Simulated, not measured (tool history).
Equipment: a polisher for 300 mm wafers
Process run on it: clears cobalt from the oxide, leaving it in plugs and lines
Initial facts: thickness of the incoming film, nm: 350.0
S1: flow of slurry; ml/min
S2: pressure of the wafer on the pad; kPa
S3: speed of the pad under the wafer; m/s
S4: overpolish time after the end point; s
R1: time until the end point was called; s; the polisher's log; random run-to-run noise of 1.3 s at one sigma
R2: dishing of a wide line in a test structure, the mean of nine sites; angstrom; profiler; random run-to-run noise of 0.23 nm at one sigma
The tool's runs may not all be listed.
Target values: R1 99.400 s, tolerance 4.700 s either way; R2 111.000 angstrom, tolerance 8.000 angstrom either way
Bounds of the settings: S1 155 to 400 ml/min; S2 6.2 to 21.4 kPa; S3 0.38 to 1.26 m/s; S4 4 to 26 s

Run 1, hour 0.0: S1 255 ml/min, S2 13.8 kPa, S3 0.82 m/s, S4 13 s. Result: R1 84.376 s, R2 351.060 angstrom.
Run 2, hour 2.4: S1 255 ml/min, S2 13.8 kPa, S3 0.64 m/s, S4 13 s. Result: R1 103.420 s, R2 282.560 angstrom.
Run 3, hour 8.8: S1 255 ml/min, S2 11.0 kPa, S3 0.64 m/s, S4 13 s. Result: R1 129.260 s, R2 241.420 angstrom.
Run 4, hour 16.1: S1 250 ml/min, S2 13.1 kPa, S3 0.56 m/s, S4 10 s. Result: R1 126.510 s, R2 205.000 angstrom.
Run 5, hour 21.9: S1 250 ml/min, S2 13.1 kPa, S3 0.68 m/s, S4 10 s. Result: R1 105.760 s, R2 239.270 angstrom.
Run 6, hour 27.6: S1 300 ml/min, S2 14.5 kPa, S3 0.58 m/s, S4 8 s. Result: R1 107.950 s, R2 190.190 angstrom.
Run 7, hour 32.3: S1 335 ml/min, S2 15.9 kPa, S3 0.52 m/s, S4 7 s. Result: R1 108.840 s, R2 175.700 angstrom.
Run 8, hour 41.3: S1 400 ml/min, S2 20.0 kPa, S3 0.38 m/s, S4 4 s. Result: R1 117.600 s, R2 100.840 angstrom.
Run 9, hour 46.8: S1 400 ml/min, S2 20.7 kPa, S3 0.40 m/s, S4 4 s. Result: R1 106.560 s, R2 102.250 angstrom.
Run 10, hour 54.7: S1 395 ml/min, S2 20.7 kPa, S3 0.40 m/s, S4 4 s. Result: R1 106.250 s, R2 104.360 angstrom.
Run 11, hour 60.2: S1 390 ml/min, S2 20.7 kPa, S3 0.40 m/s, S4 4 s. Result: R1 105.350 s, R2 102.840 angstrom.
Run 12, hour 68.6: S1 385 ml/min, S2 20.7 kPa, S3 0.40 m/s, S4 4 s. Result: R1 108.540 s, R2 103.960 angstrom.

Which of these 4 next moves meets every target?
Run A, hour 77.0: S1 400 ml/min, S2 21.4 kPa, S3 0.38 m/s, S4 4 s. Result: R1 ?, R2 ?.
Run B, hour 77.0: S1 400 ml/min, S2 19.3 kPa, S3 0.38 m/s, S4 4 s. Result: R1 ?, R2 ?.
Run C, hour 77.0: S1 370 ml/min, S2 21.4 kPa, S3 0.42 m/s, S4 4 s. Result: R1 ?, R2 ?.
Run D, hour 77.0: S1 380 ml/min, S2 19.3 kPa, S3 0.38 m/s, S4 4 s. Result: R1 ?, R2 ?.

move       R1       R2
   A  107.090  101.190
   B  118.320   92.140
   C   98.034  109.890
   D  118.760   91.817
A: better than the last run, though not everything is in spec
B: moves away from the targets compared with the last run
C: meets every target
D: moves away from the targets compared with the last run
Answer: C

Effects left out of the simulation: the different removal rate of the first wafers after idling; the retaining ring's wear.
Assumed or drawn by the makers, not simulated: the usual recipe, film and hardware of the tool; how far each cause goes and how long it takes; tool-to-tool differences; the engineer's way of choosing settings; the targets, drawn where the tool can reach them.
